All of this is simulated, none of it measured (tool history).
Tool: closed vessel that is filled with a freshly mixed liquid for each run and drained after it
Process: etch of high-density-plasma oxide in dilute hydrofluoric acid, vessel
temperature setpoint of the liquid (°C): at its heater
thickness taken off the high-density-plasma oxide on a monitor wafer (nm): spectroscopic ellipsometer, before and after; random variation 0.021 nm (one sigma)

run	hour	temperature setpoint of the liquid (°C)	parts of water to one part of 49 % hydrofluoric acid (parts by volume)	time in the liquid (s)	thickness taken off the high-density-plasma oxide on a monitor wafer (nm)
1	0	25	170	130	4.8357
2	7.7	25	170	100	3.7082
3	8.5	27	155	100	4.4724
4	11	27	155	130	5.8094
5	12.2	28	155	130	6.0313
6	14.3	28.5	155	130	6.141
7	18.3	29	155	130	6.2805
8	20.2	29.5	155	130	6.3782

The next listed run, before its measurement:
9	27.2	30	155	130	?

thickness taken off the high-density-plasma oxide on a monitor wafer (nm): 6.4648

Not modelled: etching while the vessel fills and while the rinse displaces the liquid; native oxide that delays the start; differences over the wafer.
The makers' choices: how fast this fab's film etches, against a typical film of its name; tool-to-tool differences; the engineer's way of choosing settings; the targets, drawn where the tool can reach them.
